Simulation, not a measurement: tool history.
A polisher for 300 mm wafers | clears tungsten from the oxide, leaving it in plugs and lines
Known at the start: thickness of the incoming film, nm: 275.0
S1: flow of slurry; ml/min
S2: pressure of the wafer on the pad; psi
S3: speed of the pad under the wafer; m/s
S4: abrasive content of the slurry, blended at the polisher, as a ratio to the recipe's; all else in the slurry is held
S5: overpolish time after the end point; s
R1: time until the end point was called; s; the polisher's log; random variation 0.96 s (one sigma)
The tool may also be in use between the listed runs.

{"run": 1, "hour": 0.0, "S1": 220, "S2": 2.3, "S3": 1.08, "S4": 1.0, "S5": 17, "R1": 100.28}
{"run": 2, "hour": 0.9, "S1": 220, "S2": 2.4, "S3": 1.08, "S4": 1.0, "S5": 17, "R1": 97.084}
{"run": 3, "hour": 1.8, "S1": 265, "S2": 2.4, "S3": 1.08, "S4": 1.0, "S5": 17, "R1": 96.133}
{"run": 4, "hour": 4.6, "S1": 285, "S2": 2.4, "S3": 1.08, "S4": 1.0, "S5": 17, "R1": 95.106}
{"run": 5, "hour": 8.9, "S1": 245, "S2": 2.4, "S3": 1.08, "S4": 1.0, "S5": 17, "R1": 96.949}
{"run": 6, "hour": 11.0, "S1": 245, "S2": 2.4, "S3": 1.08, "S4": 1.0, "S5": 17, "R1": 95.809}
{"run": 7, "hour": 11.7, "S1": 245, "S2": 2.5, "S3": 1.08, "S4": 1.0, "S5": 17, "R1": 95.45}
{"run": 8, "hour": 13.4, "S1": 245, "S2": 2.6, "S3": 1.08, "S4": 1.0, "S5": 17, "R1": 89.444}
{"run": 9, "hour": 15.2, "S1": 245, "S2": 2.8, "S3": 1.08, "S4": 1.0, "S5": 17, "R1": 85.286}

Forecast run 10:
{"run": 10, "hour": 19.1, "S1": 245, "S2": 2.9, "S3": 1.08, "S4": 1.0, "S5": 17, "R1": "?"}

R1: 83.476 s

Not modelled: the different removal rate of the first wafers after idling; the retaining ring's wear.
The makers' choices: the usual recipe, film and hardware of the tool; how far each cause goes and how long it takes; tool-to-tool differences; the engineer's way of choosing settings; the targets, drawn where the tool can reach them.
